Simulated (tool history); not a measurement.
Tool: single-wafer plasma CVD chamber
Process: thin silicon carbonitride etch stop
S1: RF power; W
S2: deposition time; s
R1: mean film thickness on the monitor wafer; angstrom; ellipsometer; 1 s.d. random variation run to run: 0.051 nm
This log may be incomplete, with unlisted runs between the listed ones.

Run 1, hour 0.0: S1 175 W, S2 26.7 s. Result: R1 136.86 angstrom.
Run 2, hour 2.5: S1 190 W, S2 26.7 s. Result: R1 141.25 angstrom.
Run 3, hour 9.9: S1 165 W, S2 26.7 s. Result: R1 132.81 angstrom.
Run 4, hour 13.4: S1 160 W, S2 26.0 s. Result: R1 128.38 angstrom.
Run 5, hour 19.2: S1 155 W, S2 25.4 s. Result: R1 125.73 angstrom.
Run 6, hour 25.5: S1 175 W, S2 25.4 s. Result: R1 130.11 angstrom.
Run 7, hour 33.9: S1 165 W, S2 24.8 s. Result: R1 122.52 angstrom.
Run 8, hour 35.4: S1 160 W, S2 24.5 s. Result: R1 120.61 angstrom.
Run 9, hour 40.4: S1 155 W, S2 24.2 s. Result: R1 118.29 angstrom.
Run 10, hour 46.9: S1 150 W, S2 23.9 s. Result: R1 115.63 angstrom.
At hour 55.2: thermocouple changed; heater temperature recalibrated.
Run 11, hour 55.2: S1 145 W, S2 23.7 s. Result: R1 112.60 angstrom.
Run 12, hour 59.2: S1 140 W, S2 23.6 s. Result: R1 112.09 angstrom.
Run 13, hour 60.9: S1 135 W, S2 23.4 s. Result: R1 109.65 angstrom.

Expected results for the next run?
Run 14, hour 62.8: S1 135 W, S2 23.3 s. Result: R1 ?.

{"run 14": {"R1": 108.92}}
